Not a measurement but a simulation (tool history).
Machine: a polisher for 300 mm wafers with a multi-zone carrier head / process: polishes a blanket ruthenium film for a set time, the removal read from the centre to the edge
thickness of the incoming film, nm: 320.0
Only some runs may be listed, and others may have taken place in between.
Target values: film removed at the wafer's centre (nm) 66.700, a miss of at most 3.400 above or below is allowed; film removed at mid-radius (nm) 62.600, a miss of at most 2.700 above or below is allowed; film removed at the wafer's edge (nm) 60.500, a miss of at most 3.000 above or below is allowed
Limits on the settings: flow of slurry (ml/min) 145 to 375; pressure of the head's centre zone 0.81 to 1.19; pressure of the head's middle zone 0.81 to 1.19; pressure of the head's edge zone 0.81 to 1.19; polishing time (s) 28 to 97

run  hour  flow of slurry (ml/min)  pressure of the head's centre zone  pressure of the head's middle zone  pressure of the head's edge zone  polishing time (s)  film removed at the wafer's centre (nm)  film removed at mid-radius (nm)  film removed at the wafer's edge (nm)
  1   0.0                      240                                1.00                                1.00                              1.00                  62                                   85.319                           86.340                                 85.526
  2   6.2                      240                                1.00                                1.00                              1.00                  76                                  106.240                          106.060                                102.850
  3  15.0                      240                                1.01                                1.00                              0.98                  72                                   97.871                           99.060                                 97.776
  4  16.4                      245                                1.03                                1.01                              0.98                  67                                   96.118                           93.560                                 89.885
  5  22.1                      245                                0.95                                1.01                              0.98                  67                                   88.043                           91.010                                 90.032
  6  30.8                      250                                0.96                                1.01                              0.97                  64                                   82.692                           90.053                                 84.373
  7  39.7                      250                                0.98                                1.00                              0.96                  61                                   82.294                           86.317                                 80.792
  8  47.2                      245                                0.99                                0.98                              0.95                  59                                   78.658                           79.919                                 80.255
  9  53.3                      250                                1.00                                0.98                              0.95                  56                                   76.803                           78.059                                 74.042
 10  54.2                      250                                1.00                                0.97                              0.94                  55                                   74.847                           74.873                                 73.064
 11  55.0                      250                                1.00                                0.97                              0.94                  55                                   77.062                           74.861                                 73.026
 12  60.7                      255                                1.00                                0.96                              0.93                  54                                   74.663                           73.424                                 71.642
 13  67.4                      240                                1.04                                0.92                              0.84                  45                                   62.289                           60.835                                 56.070

Next run, 4 choices. One meets every target within its allowed miss, the rest don't. Which?
  A  74.1                      220                                1.02                                1.09                              0.81                  40                                        ?                                ?                                      ?
  B  74.1                      145                                1.01                                0.97                              0.86                  46                                        ?                                ?                                      ?
  C  74.1                      240                                1.10                                1.06                              0.81                  44                                        ?                                ?                                      ?
  D  74.1                      245                                1.04                                0.94                              0.90                  47                                        ?                                ?                                      ?

move  film removed at the wafer's centre (nm)  film removed at mid-radius (nm)  film removed at the wafer's edge (nm)
   A                                   54.442                           57.020                                 48.477
   B                                   58.116                           58.174                                 54.942
   C                                   65.321                           62.359                                 53.735
   D                                   66.072                           62.670                                 60.332
A: lands further from the targets than the last run did
B: lands further from the targets than the last run did
C: lands further from the targets than the last run did
D: each result inside its tolerance
D meets every target.

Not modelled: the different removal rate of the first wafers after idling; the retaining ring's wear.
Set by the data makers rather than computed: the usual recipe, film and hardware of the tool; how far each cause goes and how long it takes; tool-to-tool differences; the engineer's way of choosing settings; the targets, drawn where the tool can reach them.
